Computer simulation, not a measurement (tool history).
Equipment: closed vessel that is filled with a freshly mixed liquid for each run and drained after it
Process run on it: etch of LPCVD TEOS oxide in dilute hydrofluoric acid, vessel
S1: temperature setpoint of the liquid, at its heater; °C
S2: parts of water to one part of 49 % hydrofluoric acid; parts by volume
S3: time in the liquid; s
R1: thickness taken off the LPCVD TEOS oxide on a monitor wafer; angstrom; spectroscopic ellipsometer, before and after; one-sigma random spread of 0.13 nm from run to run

run  hour    S1   S2   S3      R1
  1   0.0  25.0  155  225  276.53
  2   8.3  25.0  155  240  296.37
  3   9.7  25.0  155  225  278.74
  4  10.9  22.5  155  225  251.66
  5  14.0  22.5  155  240  268.54
  6  15.2  25.0  155  240  293.68
  7  20.4  24.0  155  240  282.09
  8  22.8  23.0  155  240  274.66

Estimate the outcome of run 9 from the log above:
  9  25.3  22.0  155  240   ?

Run 9 measured R1 262.06 angstrom.
